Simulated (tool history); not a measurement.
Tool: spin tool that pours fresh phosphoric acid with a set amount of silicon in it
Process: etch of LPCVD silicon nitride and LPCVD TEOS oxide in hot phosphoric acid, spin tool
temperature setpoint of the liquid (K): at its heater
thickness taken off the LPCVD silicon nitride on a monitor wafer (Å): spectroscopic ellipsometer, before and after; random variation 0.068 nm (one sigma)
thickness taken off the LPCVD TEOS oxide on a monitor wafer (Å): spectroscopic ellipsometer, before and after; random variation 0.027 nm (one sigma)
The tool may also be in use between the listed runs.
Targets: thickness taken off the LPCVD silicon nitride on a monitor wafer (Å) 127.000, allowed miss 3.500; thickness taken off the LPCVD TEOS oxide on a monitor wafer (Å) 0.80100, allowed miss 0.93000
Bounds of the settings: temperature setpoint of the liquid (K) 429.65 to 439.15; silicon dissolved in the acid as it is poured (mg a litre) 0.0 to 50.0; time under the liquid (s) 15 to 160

run  hour  temperature setpoint of the liquid (K)  silicon dissolved in the acid as it is poured (mg a litre)  time under the liquid (s)  thickness taken off the LPCVD silicon nitride on a monitor wafer (Å)  thickness taken off the LPCVD TEOS oxide on a monitor wafer (Å)
  1   0.0                                  434.15                                                        29.0                         80                                                                84.385                                                          1.12550
  2   2.1                                  434.15                                                        37.0                         80                                                                83.924                                                          0.61011
  3  10.7                                  434.65                                                        37.5                         85                                                                90.471                                                          1.04230
  4  16.8                                  434.65                                                        50.0                         85                                                                90.970                                                          0.61856
  5  21.4                                  434.65                                                        50.0                         55                                                                58.958                                                          0.28347
  6  26.5                                  434.65                                                        50.0                         60                                                                63.635                                                          0.42763
  7  34.4                                  434.65                                                        50.0                         65                                                                69.849                                                          0.30795
  8  42.9                                  437.15                                                        32.5                        105                                                               122.190                                                          1.75190
  9  48.2                                  437.15                                                        34.5                        105                                                               122.100                                                          1.67740
 10  56.7                                  437.15                                                        36.5                        105                                                               121.790                                                          1.22510
 11  65.4                                  437.15                                                        37.5                        105                                                               121.520                                                          0.99681
     68.3  -- dissolved silicon flow meter replaced
 12  68.3                                  437.15                                                        38.0                        105                                                               122.520                                                          0.91297

5 next moves are on the table. One of them brings every result within its allowed miss. Which?
  A  71.2                                  436.65                                                        44.0                        110                                                                     ?                                                                ?
  B  71.2                                  438.65                                                        43.5                        100                                                                     ?                                                                ?
  C  71.2                                  436.15                                                        38.5                        105                                                                     ?                                                                ?
  D  71.2                                  436.15                                                        12.5                        105                                                                     ?                                                                ?
  E  71.2                                  435.65                                                        47.0                        105                                                                     ?                                                                ?

move  thickness taken off the LPCVD silicon nitride on a monitor wafer (Å)  thickness taken off the LPCVD TEOS oxide on a monitor wafer (Å)
   A                                                               125.790                                                          0.40842
   B                                                               122.130                                                          0.44881
   C                                                               118.110                                                          0.56382
   D                                                               118.110                                                          1.45230
   E                                                               116.160                                                          0.34426
A: meets every target
B: further off than the last run
C: further off than the last run
D: further off than the last run
E: further off than the last run
Move A is the one to make.
